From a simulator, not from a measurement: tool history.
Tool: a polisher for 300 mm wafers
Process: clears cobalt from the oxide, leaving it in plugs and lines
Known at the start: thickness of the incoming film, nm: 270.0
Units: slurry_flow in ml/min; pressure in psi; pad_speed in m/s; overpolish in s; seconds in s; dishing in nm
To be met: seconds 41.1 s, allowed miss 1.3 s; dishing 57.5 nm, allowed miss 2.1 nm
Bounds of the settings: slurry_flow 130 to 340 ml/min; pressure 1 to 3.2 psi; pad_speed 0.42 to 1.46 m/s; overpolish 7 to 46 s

run  hour  slurry_flow  pressure  pad_speed  overpolish  seconds  dishing
  1     0          220       2.1       0.94          24   53.977   49.041
  2     3          220       1.9       0.94          24   59.874   48.019
  3  10.4          255       1.9       0.94          24   58.486   48.043
  4    12          255       2.4       0.94          24   48.032   53.049
  5  14.3          255       2.4       0.94          18   46.682    47.06
  6  17.6          230       2.4       0.94          18   48.658   45.343
  7  26.2          240       2.5       0.94          20   46.416    48.66
  8  27.7          240       2.5       0.94          20   47.057   48.842
     35.1  -- head pressure recalibrated
  9  35.1          250       2.6       0.94          21   41.803   52.612

Which of these 4 next moves meets every target?
  A  42.5          210       2.9       0.94          22        ?        ?
  B  42.5          235       2.6       0.98          16        ?        ?
  C  42.5          245       2.2       1.04          25        ?        ?
  D  42.5          225       2.8       0.88          29        ?        ?

move  seconds  dishing
   A   38.247    54.17
   B   40.189   47.305
   C   44.186   53.984
   D   41.415       57
A: nearer than the last run, and not there yet
B: further off than the last run
C: as far off as the last run
D: meets every target
Answer: D
